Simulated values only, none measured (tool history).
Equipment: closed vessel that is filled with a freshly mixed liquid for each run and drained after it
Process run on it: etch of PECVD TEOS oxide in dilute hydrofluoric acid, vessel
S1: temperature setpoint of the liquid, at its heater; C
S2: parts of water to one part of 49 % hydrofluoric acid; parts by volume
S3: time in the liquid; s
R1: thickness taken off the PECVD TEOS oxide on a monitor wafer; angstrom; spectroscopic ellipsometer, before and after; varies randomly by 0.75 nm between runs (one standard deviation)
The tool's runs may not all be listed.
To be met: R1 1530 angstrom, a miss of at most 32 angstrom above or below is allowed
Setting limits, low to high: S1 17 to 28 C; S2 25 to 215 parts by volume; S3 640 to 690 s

| run | hour | S1 | S2 | S3 | R1 |
|---|---|---|---|---|---|
| 1 | 0 | 20 | 120 | 640 | 522.81 |
| 2 | 8.6 | 21.5 | 120 | 640 | 551.62 |
| 3 | 14.9 | 23 | 100 | 640 | 713.34 |
| 4 | 23.8 | 24.5 | 85 | 640 | 913.39 |
| 5 | 31.2 | 25.5 | 75 | 640 | 1085.4 |
| 6 | 32 | 26 | 70 | 640 | 1195.9 |
| 7 | 40.7 | 26.5 | 65 | 640 | 1320.6 |
| 8 | 42.2 | 27 | 65 | 640 | 1363.4 |
| 9 | 48 | 27 | 65 | 640 | 1359.4 |
| 10 | 51.4 | 28 | 55 | 640 | 1699.4 |
| 11 | 59.1 | 27.5 | 55 | 640 | 1649.1 |
| 12 | 62.4 | 27 | 55 | 640 | 1614.5 |
| 13 | 63.1 | 26.5 | 55 | 640 | 1578.4 |

Below are 5 possible settings for the next run. Only one of them brings all results inside the allowed miss of their targets. Which is it?
| A | 63.8 | 28 | 60 | 690 | ? |
| B | 63.8 | 25 | 55 | 690 | ? |
| C | 63.8 | 25.5 | 55 | 685 | ? |
| D | 63.8 | 27.5 | 55 | 655 | ? |
| E | 63.8 | 27 | 60 | 660 | ? |

| move | R1 |
|---|---|
| A | 1656.3 |
| B | 1613.4 |
| C | 1634.5 |
| D | 1693.7 |
| E | 1522.7 |
A: its largest miss is bigger than the last run's
B: its largest miss is bigger than the last run's
C: its largest miss is bigger than the last run's
D: its largest miss is bigger than the last run's
E: each result inside its tolerance
E meets every target.

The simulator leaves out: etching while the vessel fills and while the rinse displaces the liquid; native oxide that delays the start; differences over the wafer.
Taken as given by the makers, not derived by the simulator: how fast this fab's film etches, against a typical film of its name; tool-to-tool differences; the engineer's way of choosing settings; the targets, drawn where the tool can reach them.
